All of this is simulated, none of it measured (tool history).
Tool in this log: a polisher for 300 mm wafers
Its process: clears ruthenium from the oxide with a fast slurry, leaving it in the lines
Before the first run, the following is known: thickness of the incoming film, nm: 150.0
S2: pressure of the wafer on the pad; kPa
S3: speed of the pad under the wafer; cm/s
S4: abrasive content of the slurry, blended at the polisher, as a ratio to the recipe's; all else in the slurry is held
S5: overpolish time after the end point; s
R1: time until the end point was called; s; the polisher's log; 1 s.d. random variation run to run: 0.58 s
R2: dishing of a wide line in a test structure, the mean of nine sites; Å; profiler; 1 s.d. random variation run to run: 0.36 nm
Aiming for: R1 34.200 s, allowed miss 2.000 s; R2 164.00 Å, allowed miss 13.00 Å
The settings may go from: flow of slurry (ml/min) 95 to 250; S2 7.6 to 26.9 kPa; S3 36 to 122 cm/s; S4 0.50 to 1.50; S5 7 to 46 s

run 1 hour=0.0 | flow_of_slurry_(ml/min)=160 S2=17.2 S3=78 S4=1.00 S5=24 | R1=54.645 R2=251.65
run 2 hour=4.5 | flow_of_slurry_(ml/min)=160 S2=19.3 S3=78 S4=1.00 S5=18 | R1=47.647 R2=227.91
run 3 hour=8.0 | flow_of_slurry_(ml/min)=160 S2=19.3 S3=78 S4=1.00 S5=13 | R1=50.255 R2=188.09
run 4 hour=13.9 | flow_of_slurry_(ml/min)=160 S2=21.4 S3=78 S4=1.00 S5=11 | R1=44.530 R2=183.11
run 5 hour=16.3 | flow_of_slurry_(ml/min)=160 S2=23.4 S3=76 S4=1.00 S5=10 | R1=41.125 R2=180.91
run 6 hour=22.8 | flow_of_slurry_(ml/min)=160 S2=23.4 S3=76 S4=1.00 S5=7 | R1=40.779 R2=145.66
run 7 hour=31.1 | flow_of_slurry_(ml/min)=160 S2=24.1 S3=76 S4=1.00 S5=8 | R1=40.740 R2=161.66
run 8 hour=33.3 | flow_of_slurry_(ml/min)=160 S2=24.1 S3=76 S4=1.00 S5=8 | R1=40.450 R2=160.78

5 candidate next runs follow, results not yet known. Just one meets every target within its allowed miss. Identify it.
run A hour=35.5 | flow_of_slurry_(ml/min)=150 S2=24.8 S3=64 S4=1.15 S5=8 | R1=? R2=?
run B hour=35.5 | flow_of_slurry_(ml/min)=135 S2=26.9 S3=76 S4=1.25 S5=7 | R1=? R2=?
run C hour=35.5 | flow_of_slurry_(ml/min)=145 S2=26.2 S3=96 S4=1.05 S5=7 | R1=? R2=?
run D hour=35.5 | flow_of_slurry_(ml/min)=175 S2=23.4 S3=84 S4=0.90 S5=10 | R1=? R2=?
run E hour=35.5 | flow_of_slurry_(ml/min)=155 S2=22.1 S3=58 S4=1.10 S5=10 | R1=? R2=?

move=A R1=42.677 R2=154.55
move=B R1=34.202 R2=164.46
move=C R1=30.853 R2=176.46
move=D R1=39.541 R2=189.41
move=E R1=51.964 R2=157.48
A: moves away from the targets compared with the last run
B: all results in spec
C: carries the result that was furthest off beyond its target, to the other side
D: nearer than the last run, and not there yet
E: moves away from the targets compared with the last run
The right move is B.
